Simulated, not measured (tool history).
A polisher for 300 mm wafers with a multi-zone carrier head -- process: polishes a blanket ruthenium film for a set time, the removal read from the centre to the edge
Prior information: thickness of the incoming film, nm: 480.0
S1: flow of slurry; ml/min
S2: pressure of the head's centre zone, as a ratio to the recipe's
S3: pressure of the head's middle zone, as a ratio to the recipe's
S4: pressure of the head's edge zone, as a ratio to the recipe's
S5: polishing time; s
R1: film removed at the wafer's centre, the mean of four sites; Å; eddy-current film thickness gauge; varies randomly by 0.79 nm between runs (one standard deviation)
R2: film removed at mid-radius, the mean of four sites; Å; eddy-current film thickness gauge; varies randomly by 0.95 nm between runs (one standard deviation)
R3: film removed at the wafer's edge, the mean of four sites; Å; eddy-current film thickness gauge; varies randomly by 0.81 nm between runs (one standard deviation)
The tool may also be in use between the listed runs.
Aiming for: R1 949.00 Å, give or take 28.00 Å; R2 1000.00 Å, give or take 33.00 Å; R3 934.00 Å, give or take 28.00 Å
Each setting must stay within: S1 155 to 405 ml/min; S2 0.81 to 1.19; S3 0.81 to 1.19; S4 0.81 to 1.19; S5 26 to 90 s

Run 1, hour 0.0: S1 260 ml/min, S2 1.00, S3 1.00, S4 1.00, S5 58 s. Result: R1 1091.10 Å, R2 1103.70 Å, R3 1082.90 Å.
Run 2, hour 8.4: S1 250 ml/min, S2 0.98, S3 0.99, S4 0.95, S5 57 s. Result: R1 1040.90 Å, R2 1056.10 Å, R3 1038.70 Å.
Run 3, hour 14.9: S1 230 ml/min, S2 0.98, S3 0.99, S4 0.95, S5 57 s. Result: R1 1024.10 Å, R2 1055.00 Å, R3 1034.80 Å.
Run 4, hour 20.8: S1 230 ml/min, S2 0.98, S3 0.96, S4 0.95, S5 57 s. Result: R1 1029.70 Å, R2 1019.90 Å, R3 1042.50 Å.
Run 5, hour 28.8: S1 230 ml/min, S2 0.98, S3 0.88, S4 0.95, S5 57 s. Result: R1 1025.40 Å, R2 953.91 Å, R3 1027.80 Å.
Run 6, hour 32.0: S1 230 ml/min, S2 0.98, S3 0.88, S4 0.98, S5 57 s. Result: R1 1018.60 Å, R2 956.93 Å, R3 1035.70 Å.
Run 7, hour 40.7: S1 235 ml/min, S2 0.97, S3 0.92, S4 0.94, S5 56 s. Result: R1 1005.90 Å, R2 982.26 Å, R3 1020.90 Å.
At hour 48.6: slurry nozzle cleaned.
Run 8, hour 48.6: S1 205 ml/min, S2 0.96, S3 1.02, S4 0.84, S5 52 s. Result: R1 930.79 Å, R2 1010.90 Å, R3 907.93 Å.
Run 9, hour 51.4: S1 205 ml/min, S2 0.96, S3 1.01, S4 0.85, S5 52 s. Result: R1 937.71 Å, R2 1013.10 Å, R3 902.98 Å.

Which one of the following 4 next-run settings gets every result inside its allowed miss? There is exactly one.
Run A, hour 54.2: S1 210 ml/min, S2 0.92, S3 0.99, S4 0.85, S5 52 s. Result: R1 ?, R2 ?, R3 ?.
Run B, hour 54.2: S1 155 ml/min, S2 0.97, S3 1.09, S4 0.87, S5 52 s. Result: R1 ?, R2 ?, R3 ?.
Run C, hour 54.2: S1 210 ml/min, S2 0.96, S3 1.03, S4 0.82, S5 50 s. Result: R1 ?, R2 ?, R3 ?.
Run D, hour 54.2: S1 200 ml/min, S2 0.95, S3 0.98, S4 0.87, S5 53 s. Result: R1 ?, R2 ?, R3 ?.

move      R1       R2      R3
   A  911.54  1000.90  902.07
   B  900.59  1023.80  872.01
   C  915.16   995.01  853.24
   D  950.99  1003.20  923.68
A: the biggest miss grows against the last run
B: the biggest miss grows against the last run
C: the biggest miss grows against the last run
D: each result inside its tolerance
Answer: D
